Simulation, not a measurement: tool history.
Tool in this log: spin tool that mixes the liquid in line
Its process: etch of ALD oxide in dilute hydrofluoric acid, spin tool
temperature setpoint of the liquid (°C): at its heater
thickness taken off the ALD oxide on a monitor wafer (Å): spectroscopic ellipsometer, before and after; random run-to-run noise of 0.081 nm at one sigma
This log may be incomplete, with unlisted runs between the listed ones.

run	hour	temperature setpoint of the liquid (°C)	parts of water to one part of 49 % hydrofluoric acid (parts by volume)	time under the liquid (s)	thickness taken off the ALD oxide on a monitor wafer (Å)
1	0	22	125	270	221.76
2	5.4	22	145	270	186.89
3	9.6	21	155	270	168.7
4	14.2	20	165	270	149.05
5	17.3	20	165	270	147.64
6	21.6	19.5	175	270	136.72

Run 7 is up next; what results do you expect?
7	26.2	19	180	270	?

{"run 7": {"thickness taken off the ALD oxide on a monitor wafer (Å)": 130.29}}
